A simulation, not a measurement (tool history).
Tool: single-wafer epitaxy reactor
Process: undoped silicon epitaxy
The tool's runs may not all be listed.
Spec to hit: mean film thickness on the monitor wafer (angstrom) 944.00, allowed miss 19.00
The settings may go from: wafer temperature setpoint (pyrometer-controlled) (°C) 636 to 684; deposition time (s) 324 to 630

| run | day | wafer temperature setpoint (pyrometer-controlled) (°C) | deposition time (s) | mean film thickness on the monitor wafer (angstrom) |
|---|---|---|---|---|
| 1 | 0.000 | 660 | 477 | 992.58 |
| 2 | 0.362 | 660 | 418 | 869.40 |
| 3 | 0.488 | 667 | 418 | 1022.90 |
| 4 | 0.854 | 658 | 418 | 828.29 |
| 5 | 0.904 | 652 | 418 | 711.18 |
| 6 | 1.008 | 653 | 418 | 732.53 |
| 7 | 1.104 | 654 | 418 | 750.57 |
| 8 | 1.300 | 655 | 418 | 777.08 |
|  | 1.558 | pyrometer calibrated |
| 9 | 1.558 | 656 | 418 | 844.05 |
| 10 | 1.617 | 656 | 418 | 845.53 |

4 candidate next runs follow, results not yet known. Just one meets every target within its allowed miss. Identify it.
| A | 1.675 | 662 | 422 | ? |
| B | 1.675 | 652 | 410 | ? |
| C | 1.675 | 659 | 449 | ? |
| D | 1.675 | 658 | 444 | ? |

| move | mean film thickness on the monitor wafer (angstrom) |
|---|---|
| A | 990.52 |
| B | 756.62 |
| C | 981.12 |
| D | 947.22 |
A: moves the result that the last run missed by most past its target, out the other side
B: misses by more than the last run did
C: moves the result that the last run missed by most past its target, out the other side
D: all results in spec
D is the move that brings every result within its allowed miss.
